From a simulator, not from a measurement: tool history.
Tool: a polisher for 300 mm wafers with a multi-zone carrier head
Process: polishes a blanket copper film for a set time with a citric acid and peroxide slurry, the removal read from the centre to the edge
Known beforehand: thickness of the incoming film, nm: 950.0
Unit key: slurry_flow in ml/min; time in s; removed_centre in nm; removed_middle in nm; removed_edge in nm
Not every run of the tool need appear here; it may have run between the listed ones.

run,hour,slurry_flow,centre_zone,middle_zone,edge_zone,slurry_solids,time,removed_centre,removed_middle,removed_edge
1,0.0,195,1.00,1.00,1.00,1.00,46,99.010,102.800,101.910
2,2.9,195,1.00,1.00,1.00,1.15,46,102.330,101.610,104.170
3,7.3,185,0.97,0.97,0.97,1.10,45,93.268,97.210,99.373
4,10.3,185,0.97,0.97,0.90,1.10,45,95.184,99.381,95.349
5,13.0,175,0.95,0.94,0.89,1.05,45,90.808,96.279,92.203
6,21.1,175,0.87,0.94,0.89,1.05,45,83.933,92.809,94.416
7,29.8,165,0.86,0.93,0.88,1.05,45,82.486,93.446,92.170
8,30.5,160,0.85,0.91,0.88,1.05,45,80.405,90.212,90.799

What will run 9 give?
9,37.8,155,0.85,0.90,0.88,1.05,45,?,?,?

{"run 9": {"removed_centre": 81.221, "removed_middle": 87.452, "removed_edge": 92.144}}
